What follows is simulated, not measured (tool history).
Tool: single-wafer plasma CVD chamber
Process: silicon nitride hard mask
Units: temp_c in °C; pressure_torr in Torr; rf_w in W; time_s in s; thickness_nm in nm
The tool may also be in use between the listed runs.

Run 1, day 0: temp_c 380 °C, pressure_torr 1.68 Torr, rf_w 295 W, time_s 63.7 s. Result: thickness_nm 78.636 nm.
Run 2, day 0.229: temp_c 380 °C, pressure_torr 1.53 Torr, rf_w 285 W, time_s 63.7 s. Result: thickness_nm 74.133 nm.
Run 3, day 0.508: temp_c 387 °C, pressure_torr 1.53 Torr, rf_w 285 W, time_s 63.7 s. Result: thickness_nm 73.934 nm.
Run 4, day 0.833: temp_c 387 °C, pressure_torr 1.53 Torr, rf_w 285 W, time_s 65.6 s. Result: thickness_nm 75.92 nm.
Run 5, day 1.204: temp_c 387 °C, pressure_torr 1.3 Torr, rf_w 285 W, time_s 65.6 s. Result: thickness_nm 71.844 nm.
Run 6, day 1.425: temp_c 387 °C, pressure_torr 1.23 Torr, rf_w 285 W, time_s 65.6 s. Result: thickness_nm 70.61 nm.

The next listed run, before its measurement:
Run 7, day 1.671: temp_c 387 °C, pressure_torr 1.18 Torr, rf_w 285 W, time_s 65.6 s. Result: thickness_nm ?.

thickness_nm: 69.53 nm

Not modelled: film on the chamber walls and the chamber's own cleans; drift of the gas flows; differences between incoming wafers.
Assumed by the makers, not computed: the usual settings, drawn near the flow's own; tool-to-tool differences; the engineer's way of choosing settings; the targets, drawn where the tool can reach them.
